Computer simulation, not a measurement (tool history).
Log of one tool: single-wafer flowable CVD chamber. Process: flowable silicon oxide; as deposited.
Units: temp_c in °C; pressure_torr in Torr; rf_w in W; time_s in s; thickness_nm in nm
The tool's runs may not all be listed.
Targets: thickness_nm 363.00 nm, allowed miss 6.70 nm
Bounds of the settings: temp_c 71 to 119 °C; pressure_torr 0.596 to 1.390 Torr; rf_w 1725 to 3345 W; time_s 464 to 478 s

| run | day | temp_c | pressure_torr | rf_w | time_s | thickness_nm |
|---|---|---|---|---|---|---|
| 1 | 0.000 | 95 | 0.993 | 2535 | 464 | 475.51 |
| 2 | 0.083 | 95 | 0.993 | 2365 | 464 | 468.49 |
| 3 | 0.367 | 95 | 0.908 | 2365 | 464 | 432.73 |
| 4 | 0.738 | 96 | 0.908 | 2365 | 464 | 418.26 |
| 5 | 0.921 | 97 | 0.908 | 2365 | 464 | 405.72 |
| 6 | 1.208 | 97 | 0.908 | 2115 | 464 | 397.06 |
| 7 | 1.342 | 98 | 0.908 | 2115 | 464 | 387.80 |
| 8 | 1.625 | 99 | 0.908 | 2115 | 464 | 374.19 |

Which of these 4 next moves meets every target?
| A | 1.908 | 102 | 1.008 | 2330 | 468 | ? |
| B | 1.908 | 99 | 0.879 | 2380 | 478 | ? |
| C | 1.908 | 95 | 0.803 | 2365 | 464 | ? |
| D | 1.908 | 98 | 0.852 | 2100 | 467 | ? |

| move | thickness_nm |
|---|---|
| A | 397.23 |
| B | 389.91 |
| C | 388.89 |
| D | 369.56 |
A: further off than the last run
B: further off than the last run
C: further off than the last run
D: meets every target
The right move is D.

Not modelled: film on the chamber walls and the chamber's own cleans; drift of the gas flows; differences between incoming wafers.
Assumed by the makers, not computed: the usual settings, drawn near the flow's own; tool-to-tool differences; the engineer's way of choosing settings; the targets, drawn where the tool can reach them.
